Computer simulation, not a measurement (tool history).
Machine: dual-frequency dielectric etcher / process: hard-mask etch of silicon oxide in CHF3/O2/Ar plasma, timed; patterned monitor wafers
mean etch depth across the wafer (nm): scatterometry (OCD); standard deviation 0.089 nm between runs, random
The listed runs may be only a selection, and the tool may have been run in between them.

run    day  source power (kW)  bias power (kW)  etch time (s)  mean etch depth across the wafer (nm)
  1  0.000              0.580            0.196           24.5                                 48.035
  2  0.088              0.520            0.182           24.5                                 43.981
  3  0.375              0.480            0.181           24.5                                 41.973
  4  0.546              0.460            0.180           24.5                                 40.978
  5  0.775              0.440            0.179           24.5                                 39.946
  6  0.833              0.440            0.198           24.5                                 41.751
  7  0.912              0.420            0.196           24.5                                 40.448
  8  1.025              0.410            0.196           24.5                                 39.874

Run 9 is up next; what results do you expect?
  9  1.233              0.360            0.188           24.5                                      ?

mean etch depth across the wafer (nm): 36.296
